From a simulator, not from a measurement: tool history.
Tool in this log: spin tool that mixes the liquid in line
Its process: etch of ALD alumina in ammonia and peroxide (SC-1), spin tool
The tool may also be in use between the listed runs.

run  hour  temperature setpoint of the liquid (°C)  parts of 29 % ammonia solution to one part of 30 % peroxide (parts by volume)  time under the liquid (s)  thickness taken off the ALD alumina on a monitor wafer (nm)
  1   0.0                                     54.0                                                                           0.65                        290                                                       21.816
  2   3.5                                     52.5                                                                           0.65                        290                                                       20.128
  3   6.8                                     51.0                                                                           0.65                        290                                                       18.470
  4   9.9                                     51.0                                                                           0.65                        310                                                       19.657
  5  14.2                                     57.5                                                                           0.65                        310                                                       28.036
  6  15.5                                     57.5                                                                           0.45                        310                                                       27.025

What will run 7 give?
  7  18.3                                     55.0                                                                           0.45                        310                                                            ?

{"run 7": {"thickness taken off the ALD alumina on a monitor wafer (nm)": 23.668}}
